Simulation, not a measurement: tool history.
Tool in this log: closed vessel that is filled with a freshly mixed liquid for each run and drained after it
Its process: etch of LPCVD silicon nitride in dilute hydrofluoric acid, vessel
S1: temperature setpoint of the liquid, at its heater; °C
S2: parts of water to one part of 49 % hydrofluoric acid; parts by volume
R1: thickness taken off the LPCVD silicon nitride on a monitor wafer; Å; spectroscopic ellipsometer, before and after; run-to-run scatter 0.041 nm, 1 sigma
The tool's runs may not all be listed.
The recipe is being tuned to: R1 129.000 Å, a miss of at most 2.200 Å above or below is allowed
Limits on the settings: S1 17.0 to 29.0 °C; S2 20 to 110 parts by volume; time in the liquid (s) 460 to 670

run 1 hour=0.0 | S1=21.0 S2=60 time_in_the_liquid_(s)=670 | R1=46.468
run 2 hour=7.5 | S1=21.0 S2=60 time_in_the_liquid_(s)=670 | R1=46.389
run 3 hour=11.7 | S1=21.0 S2=60 time_in_the_liquid_(s)=670 | R1=46.432
run 4 hour=16.3 | S1=23.5 S2=50 time_in_the_liquid_(s)=670 | R1=65.558
run 5 hour=22.0 | S1=23.5 S2=50 time_in_the_liquid_(s)=460 | R1=45.100
run 6 hour=30.5 | S1=23.5 S2=50 time_in_the_liquid_(s)=670 | R1=65.825
run 7 hour=38.3 | S1=25.5 S2=45 time_in_the_liquid_(s)=670 | R1=82.959
run 8 hour=40.5 | S1=26.5 S2=40 time_in_the_liquid_(s)=670 | R1=99.815
run 9 hour=46.9 | S1=27.5 S2=40 time_in_the_liquid_(s)=670 | R1=106.900
run 10 hour=54.6 | S1=28.0 S2=40 time_in_the_liquid_(s)=670 | R1=111.150

Which of these 5 next moves meets every target?
run A hour=62.3 | S1=22.0 S2=25 time_in_the_liquid_(s)=525 | R1=?
run B hour=62.3 | S1=27.5 S2=35 time_in_the_liquid_(s)=580 | R1=?
run C hour=62.3 | S1=27.0 S2=25 time_in_the_liquid_(s)=580 | R1=?
run D hour=62.3 | S1=28.0 S2=30 time_in_the_liquid_(s)=595 | R1=?
run E hour=62.3 | S1=29.0 S2=50 time_in_the_liquid_(s)=670 | R1=?

move=A R1=90.791
move=B R1=105.170
move=C R1=140.970
move=D R1=129.580
move=E R1=94.461
A: misses by more than the last run did
B: misses by more than the last run did
C: pushes the last run's worst result past its target
D: meets every target
E: misses by more than the last run did
The move that meets every target is D.
